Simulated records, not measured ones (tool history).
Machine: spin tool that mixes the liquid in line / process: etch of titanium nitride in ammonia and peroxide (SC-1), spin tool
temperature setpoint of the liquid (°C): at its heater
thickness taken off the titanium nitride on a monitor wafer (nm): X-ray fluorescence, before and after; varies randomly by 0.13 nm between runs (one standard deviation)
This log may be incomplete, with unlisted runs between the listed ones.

run	hour	temperature setpoint of the liquid (°C)	parts of water to one part of 30 % peroxide (parts by volume)	parts of 29 % ammonia solution to one part of 30 % peroxide (parts by volume)	time under the liquid (s)	thickness taken off the titanium nitride on a monitor wafer (nm)
1	0	55	12.5	0.5	75	9.5073
2	5.3	55	12.5	0.65	75	9.8513
3	10.2	57.5	12.5	0.65	75	11.767
4	16.9	57.5	16.5	0.65	75	10.121
5	24	59.5	16.5	0.65	75	11.526
6	25.8	59.5	15	0.65	75	12.12
7	29.4	59.5	15	0.65	75	12.178

What does the tool deliver on the next run?
8	31.4	67.5	15	0.65	75	?

Logged for run 8: thickness taken off the titanium nitride on a monitor wafer (nm) 20.275.
